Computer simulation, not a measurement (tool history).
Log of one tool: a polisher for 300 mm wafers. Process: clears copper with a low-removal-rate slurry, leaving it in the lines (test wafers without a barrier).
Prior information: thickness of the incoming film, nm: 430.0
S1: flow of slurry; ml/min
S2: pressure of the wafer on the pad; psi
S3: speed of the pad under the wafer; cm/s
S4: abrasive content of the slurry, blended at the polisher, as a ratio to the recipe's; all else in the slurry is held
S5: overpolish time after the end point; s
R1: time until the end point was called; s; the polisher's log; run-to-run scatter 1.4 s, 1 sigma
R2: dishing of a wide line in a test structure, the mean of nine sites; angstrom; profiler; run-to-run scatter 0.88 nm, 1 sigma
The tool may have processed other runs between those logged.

{"run": 1, "hour": 0.0, "S1": 255, "S2": 2.6, "S3": 122, "S4": 1.0, "S5": 24, "R1": 116.03, "R2": 532.89}
{"run": 2, "hour": 4.6, "S1": 255, "S2": 2.6, "S3": 110, "S4": 1.0, "S5": 24, "R1": 129.84, "R2": 493.48}
{"run": 3, "hour": 8.1, "S1": 225, "S2": 2.6, "S3": 110, "S4": 1.0, "S5": 24, "R1": 132.92, "R2": 484.07}
{"run": 4, "hour": 10.5, "S1": 220, "S2": 2.5, "S3": 110, "S4": 1.0, "S5": 27, "R1": 136.47, "R2": 505.99}
{"run": 5, "hour": 11.9, "S1": 220, "S2": 2.5, "S3": 110, "S4": 1.0, "S5": 22, "R1": 134.92, "R2": 424.9}
{"run": 6, "hour": 14.0, "S1": 220, "S2": 2.5, "S3": 110, "S4": 1.0, "S5": 26, "R1": 134.71, "R2": 501.17}
{"run": 7, "hour": 20.6, "S1": 220, "S2": 2.4, "S3": 110, "S4": 1.0, "S5": 28, "R1": 143.58, "R2": 513.07}
{"run": 8, "hour": 23.2, "S1": 220, "S2": 2.4, "S3": 110, "S4": 1.0, "S5": 29, "R1": 140.24, "R2": 519.61}
{"run": 9, "hour": 29.4, "S1": 220, "S2": 2.3, "S3": 110, "S4": 1.0, "S5": 31, "R1": 144.77, "R2": 533.88}
{"run": 10, "hour": 30.3, "S1": 215, "S2": 2.3, "S3": 110, "S4": 1.0, "S5": 33, "R1": 148.46, "R2": 567.82}

What will run 11 give?
{"run": 11, "hour": 35.4, "S1": 210, "S2": 2.3, "S3": 110, "S4": 1.0, "S5": 34, "R1": "?", "R2": "?"}

Logged for run 11: R1 147.40 s, R2 569.98 angstrom.
